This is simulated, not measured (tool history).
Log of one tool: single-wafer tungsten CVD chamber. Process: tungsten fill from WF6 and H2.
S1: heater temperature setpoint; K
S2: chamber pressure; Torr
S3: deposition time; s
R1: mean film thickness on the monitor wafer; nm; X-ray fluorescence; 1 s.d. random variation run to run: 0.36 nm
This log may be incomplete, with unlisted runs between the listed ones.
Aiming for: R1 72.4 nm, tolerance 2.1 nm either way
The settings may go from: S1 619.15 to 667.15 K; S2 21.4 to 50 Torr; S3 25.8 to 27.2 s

| run | hour | S1 | S2 | S3 | R1 |
|---|---|---|---|---|---|
| 1 | 0 | 643.15 | 35.7 | 27.2 | 47.261 |
| 2 | 5 | 648.15 | 36 | 27.2 | 53.765 |
| 3 | 14 | 651.15 | 36.1 | 27.2 | 57.775 |
| 4 | 15.1 | 653.15 | 36.2 | 27.2 | 60.874 |
| 5 | 16 | 655.15 | 36.3 | 27.2 | 63.351 |
| 6 | 22.2 | 647.15 | 36.3 | 27.2 | 52.829 |
| 7 | 26 | 650.15 | 36.4 | 27.2 | 56.646 |
| 8 | 31.6 | 652.15 | 36.5 | 27.2 | 58.745 |
| 9 | 35.6 | 654.15 | 36.6 | 27.2 | 62.492 |
| 10 | 38.2 | 655.15 | 36.7 | 27.2 | 63.523 |
| 11 | 44.9 | 662.15 | 37.1 | 27.2 | 74.819 |

Consider the 5 candidate settings below. Which is the only one whose results all fall within their allowed miss of target?
| A | 51.6 | 660.15 | 43.1 | 26.6 | ? |
| B | 51.6 | 661.15 | 40.8 | 27.2 | ? |
| C | 51.6 | 667.15 | 33.9 | 27.2 | ? |
| D | 51.6 | 664.15 | 37.2 | 26.9 | ? |
| E | 51.6 | 663.15 | 35 | 26.6 | ? |

| move | R1 |
|---|---|
| A | 77.304 |
| B | 78.091 |
| C | 78.438 |
| D | 77.565 |
| E | 71.995 |
A: the biggest miss grows against the last run
B: the biggest miss grows against the last run
C: the biggest miss grows against the last run
D: the biggest miss grows against the last run
E: hits every target within its allowed miss
The right move is E.
